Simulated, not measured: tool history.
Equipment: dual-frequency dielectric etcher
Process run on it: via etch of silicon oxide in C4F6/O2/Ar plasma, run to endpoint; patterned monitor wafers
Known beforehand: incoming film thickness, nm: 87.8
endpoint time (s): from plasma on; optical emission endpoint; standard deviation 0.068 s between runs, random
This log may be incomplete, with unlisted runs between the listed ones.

run,hour,bias power (kW),source power (kW),Ar flow (sccm),endpoint time (s)
1,0,0.579,0.27,325,22.638
2,3,0.665,0.27,325,21.262
3,9.6,0.625,0.27,325,21.955
4,15.8,0.645,0.27,325,21.615
5,20.5,0.553,0.27,325,22.932
6,24.6,0.553,0.32,325,21.893

Forecast run 7:
7,27,0.573,0.32,324,?

Run 7 gave endpoint time (s) 21.557.
